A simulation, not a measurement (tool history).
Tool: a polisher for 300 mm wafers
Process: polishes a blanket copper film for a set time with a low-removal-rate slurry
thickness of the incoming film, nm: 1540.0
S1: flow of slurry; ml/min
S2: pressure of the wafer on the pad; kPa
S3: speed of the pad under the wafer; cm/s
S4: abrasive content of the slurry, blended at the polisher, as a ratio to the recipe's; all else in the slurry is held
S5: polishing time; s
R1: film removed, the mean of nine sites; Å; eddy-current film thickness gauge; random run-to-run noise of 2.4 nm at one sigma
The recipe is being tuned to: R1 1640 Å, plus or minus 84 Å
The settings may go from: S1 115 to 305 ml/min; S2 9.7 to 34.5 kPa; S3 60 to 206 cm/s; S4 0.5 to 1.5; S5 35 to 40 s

run 1 day=0 | S1=195 S2=22.1 S3=132 S4=1 S5=40 | R1=1925.9
run 2 day=0.1 | S1=195 S2=21.4 S3=132 S4=1 S5=40 | R1=1921.3
run 3 day=0.217 | S1=240 S2=21.4 S3=132 S4=1 S5=40 | R1=1981.7
run 4 day=0.517 | S1=240 S2=20.7 S3=132 S4=1 S5=40 | R1=1933.2
run 5 day=0.833 | S1=240 S2=20 S3=132 S4=1 S5=40 | R1=1862.2
run 6 day=1.133 | S1=240 S2=19.3 S3=132 S4=1 S5=40 | R1=1877.2
run 7 day=1.154 | S1=240 S2=18.6 S3=132 S4=1 S5=40 | R1=1806.1
run 8 day=1.529 | S1=240 S2=17.9 S3=132 S4=1 S5=40 | R1=1747.4

Below are 5 possible settings for the next run. Only one of them brings all results inside the allowed miss of their targets. Which is it?
run A day=1.904 | S1=270 S2=19.3 S3=146 S4=0.95 S5=40 | R1=?
run B day=1.904 | S1=225 S2=21.4 S3=130 S4=0.7 S5=40 | R1=?
run C day=1.904 | S1=225 S2=18.6 S3=148 S4=1.1 S5=36 | R1=?
run D day=1.904 | S1=230 S2=15.9 S3=156 S4=1 S5=36 | R1=?
run E day=1.904 | S1=245 S2=24.8 S3=130 S4=0.75 S5=35 | R1=?

move=A R1=1926.9
move=B R1=1739.9
move=C R1=1740.1
move=D R1=1592.1
move=E R1=1743.4
A: misses by more than the last run did
B: an improvement on the last run, though not all results are within tolerance
C: an improvement on the last run, though not all results are within tolerance
D: all results land within tolerance of their targets
E: about as far from the targets as the last run
D meets every target.

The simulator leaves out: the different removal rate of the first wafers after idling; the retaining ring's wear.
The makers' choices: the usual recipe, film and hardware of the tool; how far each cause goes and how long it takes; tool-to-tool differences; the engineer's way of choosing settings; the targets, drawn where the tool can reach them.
